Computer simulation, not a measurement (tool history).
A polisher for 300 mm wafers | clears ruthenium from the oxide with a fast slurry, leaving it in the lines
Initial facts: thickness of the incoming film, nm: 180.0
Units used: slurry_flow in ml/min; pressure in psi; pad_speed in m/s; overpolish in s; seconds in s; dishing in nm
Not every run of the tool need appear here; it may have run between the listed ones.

| run | hour | slurry_flow | pressure | pad_speed | slurry_solids | overpolish | seconds | dishing |
|---|---|---|---|---|---|---|---|---|
| 1 | 0 | 320 | 3.1 | 0.82 | 1 | 22 | 54.373 | 51.105 |
| 2 | 2 | 270 | 3.1 | 0.82 | 1 | 22 | 55.414 | 48.492 |
| 3 | 7.7 | 270 | 3.1 | 0.82 | 1.1 | 22 | 51.837 | 51.947 |
| 4 | 13.9 | 210 | 3.1 | 0.82 | 1.1 | 22 | 53.454 | 51.052 |
| 5 | 15.3 | 210 | 3.3 | 0.82 | 1.1 | 20 | 51.802 | 46.613 |
| 6 | 17.9 | 210 | 3.3 | 0.82 | 1.1 | 14 | 51.457 | 36.575 |

Run 7, settings as shown, results not yet in. Your forecast:
| 7 | 26.6 | 210 | 4.2 | 0.84 | 1.1 | 11 | ? | ? |

{"run 7": {"seconds": 42.917, "dishing": 35.703}}
